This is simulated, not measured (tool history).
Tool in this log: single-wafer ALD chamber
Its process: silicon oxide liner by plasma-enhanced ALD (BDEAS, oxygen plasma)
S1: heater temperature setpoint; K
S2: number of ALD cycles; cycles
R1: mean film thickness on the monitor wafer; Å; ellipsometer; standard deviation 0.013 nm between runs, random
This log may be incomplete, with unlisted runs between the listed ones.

run    day      S1  S2      R1
  1      0  588.15  35  33.879
  2  0.129  588.15  39  37.531
  3  0.362  589.15  35  34.105
  4   0.65  589.15  32    31.2
  5  0.812  595.15  32  30.681
  6  1.008  595.15  34   32.48
  7  1.067  597.15  32  30.718
  8  1.371  598.15  30  28.758

For run 9, what comes out?
  9  1.733  599.15  29   ?

Logged for run 9: R1 27.867 Å.
